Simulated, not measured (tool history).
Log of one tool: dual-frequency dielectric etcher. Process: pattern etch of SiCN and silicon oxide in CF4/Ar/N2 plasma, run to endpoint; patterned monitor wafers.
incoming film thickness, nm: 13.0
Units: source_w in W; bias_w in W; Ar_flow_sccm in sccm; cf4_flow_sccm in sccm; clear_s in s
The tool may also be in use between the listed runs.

run  hour  source_w  bias_w  Ar_flow_sccm  cf4_flow_sccm  clear_s
  1     0       330      72            78             46   18.701
  2     8       300      72            78             46   20.796
  3  14.8       340      73            78             46   18.123
  4  20.3       370      74            78             46   16.438
  5  22.4       390      75            78             46   15.442
  6  28.7       390      85            78             46   14.931

Run 7 comes next. What will it give?
  7    31       400      86            78             46        ?

Run 7 gave clear_s 14.461 s.

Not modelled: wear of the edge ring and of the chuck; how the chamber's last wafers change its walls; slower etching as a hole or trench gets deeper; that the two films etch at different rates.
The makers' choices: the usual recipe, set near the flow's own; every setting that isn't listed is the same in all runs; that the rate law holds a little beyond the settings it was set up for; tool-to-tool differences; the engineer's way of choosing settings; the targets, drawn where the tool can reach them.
